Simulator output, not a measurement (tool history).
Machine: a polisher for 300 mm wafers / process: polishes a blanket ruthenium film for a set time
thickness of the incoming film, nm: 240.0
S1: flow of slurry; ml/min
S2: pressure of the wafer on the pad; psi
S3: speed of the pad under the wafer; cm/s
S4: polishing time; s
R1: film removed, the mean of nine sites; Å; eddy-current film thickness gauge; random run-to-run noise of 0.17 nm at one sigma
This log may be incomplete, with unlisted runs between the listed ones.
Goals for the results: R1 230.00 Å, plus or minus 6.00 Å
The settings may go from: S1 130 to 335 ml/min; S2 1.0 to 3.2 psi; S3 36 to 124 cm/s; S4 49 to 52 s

run,hour,S1,S2,S3,S4,R1
1,0.0,215,2.1,80,49,373.78
2,2.0,215,2.1,80,49,376.55
3,6.4,210,1.9,80,49,346.81
4,7.7,210,1.9,80,49,345.85
5,11.3,210,1.9,60,49,282.30
6,18.2,210,1.9,60,49,278.75
7,25.8,210,1.9,60,49,278.86
8,32.4,210,1.8,60,49,267.40
9,40.8,210,1.7,60,49,254.82

Exercise: of the 4 proposed moves below, exactly one satisfies all targets within the stated allowed misses. Which move is it?
A,49.2,205,1.6,58,51,?
B,49.2,190,2.1,42,51,?
C,49.2,190,1.7,66,51,?
D,49.2,220,2.0,42,49,?

move,R1
A,245.10
B,245.57
C,279.15
D,230.99
A: closer than the last run, but not yet in spec
B: closer than the last run, but not yet in spec
C: further off than the last run
D: every result lands within tolerance
Move D is the one to make.

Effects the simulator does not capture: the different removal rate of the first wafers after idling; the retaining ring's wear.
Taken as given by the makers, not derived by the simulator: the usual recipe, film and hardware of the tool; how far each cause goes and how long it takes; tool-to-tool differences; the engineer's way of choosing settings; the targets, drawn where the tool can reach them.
